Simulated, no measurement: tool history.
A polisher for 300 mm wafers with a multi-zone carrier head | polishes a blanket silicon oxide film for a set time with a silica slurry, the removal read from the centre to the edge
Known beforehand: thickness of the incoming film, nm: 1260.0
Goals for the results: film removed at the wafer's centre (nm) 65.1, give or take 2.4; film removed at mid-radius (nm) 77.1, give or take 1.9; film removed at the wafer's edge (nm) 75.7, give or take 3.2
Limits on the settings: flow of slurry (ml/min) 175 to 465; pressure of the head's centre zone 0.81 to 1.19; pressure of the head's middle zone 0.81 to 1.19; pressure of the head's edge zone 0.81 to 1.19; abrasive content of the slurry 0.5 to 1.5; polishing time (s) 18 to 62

run  hour  flow of slurry (ml/min)  pressure of the head's centre zone  pressure of the head's middle zone  pressure of the head's edge zone  abrasive content of the slurry  polishing time (s)  film removed at the wafer's centre (nm)  film removed at mid-radius (nm)  film removed at the wafer's edge (nm)
  1     0                      295                                   1                                   1                                 1                               1                  40                                   91.339                           90.038                                 94.317
  2   1.4                      290                                0.95                                   1                              0.96                             0.9                  40                                   81.353                           85.131                                 83.037
  3     7                      280                                0.91                                0.99                              0.97                             0.9                  40                                   76.848                           83.554                                 84.816
  4  14.6                      280                                0.91                                0.96                              0.97                             0.9                  40                                   76.106                           81.673                                  84.65
  5  23.4                      280                                0.91                                0.96                              1.01                             0.9                  40                                   77.266                           81.342                                 86.526
  6  29.9                      280                                0.91                                0.96                              1.08                             0.9                  40                                   78.384                           81.508                                 89.976
  7  31.3                      275                                0.89                                0.96                              1.03                             0.9                  40                                   75.134                           81.506                                 86.259
  8  39.2                      270                                0.87                                0.96                                 1                             0.9                  40                                   74.647                            81.52                                 86.208
  9  46.5                      270                                0.85                                0.96                              0.98                            0.85                  40                                   69.792                           78.515                                 82.022
 10    55                      265                                0.84                                0.96                              0.95                            0.85                  40                                   69.369                           77.922                                 80.357
 11  59.5                      260                                0.83                                0.97                              0.94                            0.85                  40                                   67.701                           79.902                                 79.893
 12  67.4                      240                                0.82                                0.95                              0.88                             0.8                  40                                   64.095                           75.195                                 74.432

4 next moves are on the table. One of them brings every result within its allowed miss. Which?
  A  75.3                      275                                0.82                                0.96                              0.86                            0.85                  39                                        ?                                ?                                      ?
  B  75.3                      315                                0.82                                1.02                               0.9                            0.65                  41                                        ?                                ?                                      ?
  C  75.3                      285                                0.88                                1.14                              0.81                             0.6                  45                                        ?                                ?                                      ?
  D  75.3                      240                                0.85                                0.95                              0.92                             0.8                  39                                        ?                                ?                                      ?

move  film removed at the wafer's centre (nm)  film removed at mid-radius (nm)  film removed at the wafer's edge (nm)
   A                                   65.955                           77.482                                 75.376
   B                                   59.181                           73.056                                 68.715
   C                                   65.346                           82.582                                 67.412
   D                                   65.158                           73.249                                 74.367
A: hits every target within its allowed miss
B: further off than the last run
C: pushes the last run's worst result past its target
D: further off than the last run
A is the move that brings every result within its allowed miss.

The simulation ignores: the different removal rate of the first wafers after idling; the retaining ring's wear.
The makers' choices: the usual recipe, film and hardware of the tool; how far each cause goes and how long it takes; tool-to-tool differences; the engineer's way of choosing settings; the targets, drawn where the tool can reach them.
